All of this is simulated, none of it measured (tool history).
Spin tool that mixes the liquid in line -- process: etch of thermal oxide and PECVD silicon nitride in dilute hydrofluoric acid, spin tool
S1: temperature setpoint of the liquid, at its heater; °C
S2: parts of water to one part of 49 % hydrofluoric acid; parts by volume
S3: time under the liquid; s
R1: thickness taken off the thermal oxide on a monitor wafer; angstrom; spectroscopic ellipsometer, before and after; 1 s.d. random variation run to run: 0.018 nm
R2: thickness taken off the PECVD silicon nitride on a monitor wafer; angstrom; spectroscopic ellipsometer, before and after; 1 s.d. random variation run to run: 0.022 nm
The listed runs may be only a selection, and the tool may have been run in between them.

run  hour    S1   S2   S3      R1      R2
  1     0    26  215  180  37.827  26.024
  2   6.6  26.5  260  190  31.493  22.971
  3   9.8  26.5  260  115  19.519  14.125
  4    17    28  265  115  20.009   15.18
  5  20.2    29  270  115  20.067  16.018
  6  22.8    29  345  115   14.61  12.555

Expected results for the next run?
  7  26.1  29.5  315  110   ?   ?

R1: 16.334 angstrom
R2: 13.433 angstrom
